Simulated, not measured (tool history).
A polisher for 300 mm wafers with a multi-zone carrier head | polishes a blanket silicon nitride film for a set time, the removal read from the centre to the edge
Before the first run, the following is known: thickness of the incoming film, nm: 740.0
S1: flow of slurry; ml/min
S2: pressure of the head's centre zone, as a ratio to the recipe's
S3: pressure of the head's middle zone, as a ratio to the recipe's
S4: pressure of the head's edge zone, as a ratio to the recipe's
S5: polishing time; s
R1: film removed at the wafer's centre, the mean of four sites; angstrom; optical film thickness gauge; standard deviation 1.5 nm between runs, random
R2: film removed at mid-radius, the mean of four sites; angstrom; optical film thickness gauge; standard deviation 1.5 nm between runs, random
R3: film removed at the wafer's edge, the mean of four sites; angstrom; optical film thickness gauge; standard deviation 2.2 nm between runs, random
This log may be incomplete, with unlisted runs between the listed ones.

run	hour	S1	S2	S3	S4	S5	R1	R2	R3
1	0	305	1	1	1	53	1256	1297.3	1266.4
2	5.3	310	1.04	0.98	1.05	57	1391.6	1386.4	1381.1
3	7.3	310	1.07	0.94	1.08	60	1522.1	1445.6	1490.8
4	12.1	310	1.07	0.87	1.08	60	1532.6	1343.3	1519.1
5	21	365	1.07	0.87	1.08	60	1555	1333.3	1510.2
6	22.3	365	1.07	0.83	1.08	60	1542.8	1314	1512.7
7	26.6	360	1.08	0.84	1.1	62	1596.4	1349.4	1562.5
8	28.6	355	1.09	0.85	1.11	64	1674.4	1419.3	1637.9

For run 9, what comes out?
9	37.6	355	1.09	0.85	1.11	64	?	?	?

R1: 1688.7 angstrom
R2: 1420.5 angstrom
R3: 1631.4 angstrom

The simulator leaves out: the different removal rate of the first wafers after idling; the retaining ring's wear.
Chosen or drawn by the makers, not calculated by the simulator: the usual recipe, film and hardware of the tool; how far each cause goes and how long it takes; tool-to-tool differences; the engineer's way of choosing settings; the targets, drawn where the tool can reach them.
